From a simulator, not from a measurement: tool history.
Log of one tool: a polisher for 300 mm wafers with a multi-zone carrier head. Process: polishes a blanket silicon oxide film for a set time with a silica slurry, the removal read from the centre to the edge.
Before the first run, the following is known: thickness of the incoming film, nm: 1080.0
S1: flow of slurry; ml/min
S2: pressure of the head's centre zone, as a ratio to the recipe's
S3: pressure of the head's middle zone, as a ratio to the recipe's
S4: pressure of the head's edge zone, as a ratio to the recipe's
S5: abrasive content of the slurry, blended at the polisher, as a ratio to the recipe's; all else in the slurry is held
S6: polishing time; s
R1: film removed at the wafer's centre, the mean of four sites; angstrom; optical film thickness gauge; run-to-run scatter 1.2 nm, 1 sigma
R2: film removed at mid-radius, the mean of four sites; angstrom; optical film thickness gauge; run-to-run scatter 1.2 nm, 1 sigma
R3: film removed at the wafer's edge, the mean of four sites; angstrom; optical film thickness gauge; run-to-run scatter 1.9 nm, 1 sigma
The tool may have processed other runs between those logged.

run  hour   S1    S2    S3    S4   S5  S6      R1      R2      R3
  1   0.0  310  1.00  1.00  1.00  1.0  42  1256.2  1293.7  1246.9
  2   3.9  310  1.00  1.00  1.05  1.0  42  1272.8  1270.5  1310.2
  3  11.3  310  1.00  0.96  1.05  1.0  42  1245.8  1231.6  1295.9
  4  18.9  315  1.03  0.95  1.05  1.0  42  1316.7  1223.2  1290.2
  5  27.4  315  1.03  0.95  1.05  1.0  38  1174.9  1138.4  1145.0
     33.7  -- worn pad replaced by a new one
  6  33.7  320  1.05  0.95  1.07  1.0  38  1349.2  1252.3  1285.2

Run 7 has not been measured yet. What should we expect?
  7  36.7  325  1.06  0.92  1.07  1.0  38   ?   ?   ?

R1: 1347.2 angstrom
R2: 1194.5 angstrom
R3: 1333.0 angstrom

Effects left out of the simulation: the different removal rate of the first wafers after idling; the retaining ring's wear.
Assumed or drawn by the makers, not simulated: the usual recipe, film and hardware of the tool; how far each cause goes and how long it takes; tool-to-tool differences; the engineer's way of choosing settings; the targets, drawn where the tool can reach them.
